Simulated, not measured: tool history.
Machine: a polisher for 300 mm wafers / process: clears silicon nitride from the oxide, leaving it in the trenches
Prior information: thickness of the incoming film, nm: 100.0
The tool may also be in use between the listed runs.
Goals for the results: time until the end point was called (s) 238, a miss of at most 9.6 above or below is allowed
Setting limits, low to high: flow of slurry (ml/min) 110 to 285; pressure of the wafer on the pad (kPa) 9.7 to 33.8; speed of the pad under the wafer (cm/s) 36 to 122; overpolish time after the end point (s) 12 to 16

| run | hour | flow of slurry (ml/min) | pressure of the wafer on the pad (kPa) | speed of the pad under the wafer (cm/s) | overpolish time after the end point (s) | time until the end point was called (s) |
|---|---|---|---|---|---|---|
| 1 | 0 | 180 | 21.4 | 78 | 16 | 131.26 |
| 2 | 3.5 | 180 | 18.6 | 78 | 16 | 150.01 |
| 3 | 12.2 | 180 | 18.6 | 78 | 12 | 148.79 |
| 4 | 14.9 | 180 | 16.5 | 78 | 12 | 166.42 |
| 5 | 21.5 | 180 | 15.2 | 78 | 12 | 180.25 |
| 6 | 27.4 | 180 | 15.2 | 78 | 16 | 182.63 |
| 7 | 35.2 | 180 | 13.8 | 78 | 16 | 201.08 |
| 8 | 43.5 | 180 | 13.1 | 78 | 16 | 210.11 |
|  | 45.7 | worn pad replaced by a new one |
| 9 | 45.7 | 180 | 13.1 | 78 | 16 | 183.9 |
| 10 | 46.9 | 170 | 9.7 | 70 | 16 | 267.56 |
| 11 | 48 | 175 | 10.3 | 70 | 16 | 255.15 |

Consider the 5 candidate settings below. Which is the only one whose results all fall within their allowed miss of target?
| A | 49.1 | 200 | 9.7 | 68 | 15 | ? |
| B | 49.1 | 155 | 11.7 | 68 | 13 | ? |
| C | 49.1 | 120 | 11 | 84 | 16 | ? |
| D | 49.1 | 185 | 10.3 | 82 | 16 | ? |
| E | 49.1 | 195 | 15.9 | 44 | 15 | ? |

| move | time until the end point was called (s) |
|---|---|
| A | 273.02 |
| B | 237.11 |
| C | 211.69 |
| D | 216.24 |
| E | 265.34 |
A: its largest miss is bigger than the last run's
B: every result lands within tolerance
C: takes the result that was furthest off past its target
D: takes the result that was furthest off past its target
E: its largest miss is bigger than the last run's
Answer: B

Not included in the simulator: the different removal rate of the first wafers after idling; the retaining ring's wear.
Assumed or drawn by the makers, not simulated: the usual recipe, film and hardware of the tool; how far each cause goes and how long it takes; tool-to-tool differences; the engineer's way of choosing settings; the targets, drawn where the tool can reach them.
